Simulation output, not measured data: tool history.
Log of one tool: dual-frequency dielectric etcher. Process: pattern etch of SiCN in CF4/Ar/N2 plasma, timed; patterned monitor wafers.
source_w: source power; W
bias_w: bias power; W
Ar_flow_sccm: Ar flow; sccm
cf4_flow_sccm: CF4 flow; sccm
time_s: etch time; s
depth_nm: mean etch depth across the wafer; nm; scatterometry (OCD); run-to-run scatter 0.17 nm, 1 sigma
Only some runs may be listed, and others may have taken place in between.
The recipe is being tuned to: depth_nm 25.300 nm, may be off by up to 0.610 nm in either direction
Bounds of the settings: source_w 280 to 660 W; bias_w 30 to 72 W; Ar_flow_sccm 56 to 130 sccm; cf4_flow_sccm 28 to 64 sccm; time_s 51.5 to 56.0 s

run  hour  source_w  bias_w  Ar_flow_sccm  cf4_flow_sccm  time_s  depth_nm
  1   0.0       470      51            93             46    56.0    34.809
  2   2.8       410      51            93             46    56.0    30.247
  3   3.6       470      51            93             46    56.0    34.930
  4   5.3       450      51            93             46    56.0    33.265
  5   7.3       430      51            93             46    56.0    31.451
  6  15.3       410      51            93             46    56.0    30.416
  7  18.6       400      51            93             46    56.0    28.976
  8  19.4       330      50            93             46    56.0    23.404

Which of these 4 next moves meets every target?
  A  20.2       340      54            87             46    56.0         ?
  B  20.2       360      52            86             45    56.0         ?
  C  20.2       340      48            91             46    56.0         ?
  D  20.2       330      52            97             45    53.5         ?

move  depth_nm
   A    25.664
   B    26.844
   C    23.962
   D    22.565
A: hits every target within its allowed miss
B: pushes the last run's worst result past its target
C: nearer than the last run, and not there yet
D: lands further from the targets than the last run did
Correct choice: A, which meets every target
